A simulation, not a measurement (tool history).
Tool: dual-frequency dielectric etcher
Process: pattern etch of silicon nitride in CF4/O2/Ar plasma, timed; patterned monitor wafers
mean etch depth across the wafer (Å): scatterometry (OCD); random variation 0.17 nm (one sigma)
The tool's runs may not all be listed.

run,hour,source power (W),bias power (W),Ar flow (sccm),CF4 flow (sccm),etch time (s),mean etch depth across the wafer (Å)
1,0.0,600,57,91,127,18.5,467.86
2,1.9,550,56,91,127,18.5,423.02
3,9.7,550,56,91,127,19.0,440.40
4,10.6,550,62,91,127,19.0,450.99
5,18.9,510,61,91,127,19.0,414.62
6,23.1,490,61,91,127,19.0,396.97
7,30.1,470,61,91,127,19.0,378.72
8,38.7,420,60,91,127,19.0,334.80

Forecast run 9:
9,43.2,430,60,91,127,19.0,?

{"run 9": {"mean etch depth across the wafer (Å)": 340.63}}
